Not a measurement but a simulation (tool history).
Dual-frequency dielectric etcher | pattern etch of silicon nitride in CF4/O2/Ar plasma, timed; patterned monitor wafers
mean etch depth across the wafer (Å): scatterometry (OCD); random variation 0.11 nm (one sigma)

| run | hour | source power (W) | bias power (W) | Ar flow (sccm) | CF4 flow (sccm) | etch time (s) | mean etch depth across the wafer (Å) |
|---|---|---|---|---|---|---|---|
| 1 | 0 | 520 | 41 | 85 | 93 | 16.5 | 324.35 |
| 2 | 7.4 | 450 | 41 | 85 | 93 | 16.5 | 279.61 |
| 3 | 10.2 | 450 | 47 | 85 | 93 | 16.5 | 292.09 |
| 4 | 18.7 | 450 | 41 | 85 | 93 | 16.5 | 278.49 |
| 5 | 24.9 | 460 | 41 | 85 | 93 | 16.5 | 284.56 |
| 6 | 26.5 | 470 | 41 | 85 | 93 | 16.5 | 291.9 |
| 7 | 34.7 | 470 | 41 | 85 | 93 | 16.5 | 292.35 |
| 8 | 36.9 | 480 | 41 | 85 | 93 | 16.5 | 297.08 |
| 9 | 39.9 | 490 | 41 | 85 | 93 | 16.5 | 304.99 |
| 10 | 48.2 | 500 | 41 | 85 | 93 | 16.5 | 312.47 |

The next listed run, before its measurement:
| 11 | 56.5 | 600 | 41 | 85 | 93 | 16.5 | ? |

{"run 11": {"mean etch depth across the wafer (Å)": 377.86}}
